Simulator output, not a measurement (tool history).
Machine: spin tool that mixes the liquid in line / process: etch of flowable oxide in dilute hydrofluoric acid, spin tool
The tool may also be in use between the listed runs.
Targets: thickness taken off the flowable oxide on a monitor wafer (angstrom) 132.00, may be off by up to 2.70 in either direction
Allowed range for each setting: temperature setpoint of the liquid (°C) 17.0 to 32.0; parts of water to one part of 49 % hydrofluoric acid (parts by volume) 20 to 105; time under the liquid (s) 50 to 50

run,hour,temperature setpoint of the liquid (°C),parts of water to one part of 49 % hydrofluoric acid (parts by volume),time under the liquid (s),thickness taken off the flowable oxide on a monitor wafer (angstrom)
1,0.0,24.0,55,50,272.92
2,7.3,24.0,65,50,227.77
3,9.0,27.0,65,50,257.05
4,15.3,25.0,70,50,217.34
5,18.0,25.0,85,50,175.47
6,22.0,21.5,85,50,153.49
7,25.4,20.5,85,50,147.95
# hour 34.1: hydrofluoric acid flow meter replaced
8,34.1,20.0,85,50,127.99

Of the 4 settings listed for the next run, only one would bring every result within its allowed miss of target. Which one?
A,42.8,20.5,90,50,?
B,42.8,22.0,90,50,?
C,42.8,21.0,90,50,?
D,42.8,25.5,105,50,?

move,thickness taken off the flowable oxide on a monitor wafer (angstrom)
A,124.47
B,132.34
C,127.05
D,128.01
A: moves away from the targets compared with the last run
B: meets every target
C: moves away from the targets compared with the last run
D: about the same distance from the targets as the last run
B meets every target.
